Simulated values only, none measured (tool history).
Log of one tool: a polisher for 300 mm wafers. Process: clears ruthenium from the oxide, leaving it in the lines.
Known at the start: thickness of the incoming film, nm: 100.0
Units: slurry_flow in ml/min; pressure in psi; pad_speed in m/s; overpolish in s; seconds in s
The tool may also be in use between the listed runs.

run 1 day=0 | slurry_flow=300 pressure=2.6 pad_speed=0.84 overpolish=4 | seconds=75.922
run 2 day=0.158 | slurry_flow=300 pressure=2.9 pad_speed=0.84 overpolish=4 | seconds=70.034
run 3 day=0.212 | slurry_flow=300 pressure=2.7 pad_speed=0.84 overpolish=4 | seconds=74.714
run 4 day=0.292 | slurry_flow=300 pressure=2.5 pad_speed=0.84 overpolish=4 | seconds=80.983
-- day=0.504 slurry nozzle cleaned
run 5 day=0.504 | slurry_flow=300 pressure=2.5 pad_speed=0.72 overpolish=4 | seconds=87.371
run 6 day=0.658 | slurry_flow=300 pressure=2.4 pad_speed=0.72 overpolish=4 | seconds=89.872

Forecast run 7:
run 7 day=0.771 | slurry_flow=300 pressure=2.3 pad_speed=0.72 overpolish=4 | seconds=?

seconds: 91.244 s

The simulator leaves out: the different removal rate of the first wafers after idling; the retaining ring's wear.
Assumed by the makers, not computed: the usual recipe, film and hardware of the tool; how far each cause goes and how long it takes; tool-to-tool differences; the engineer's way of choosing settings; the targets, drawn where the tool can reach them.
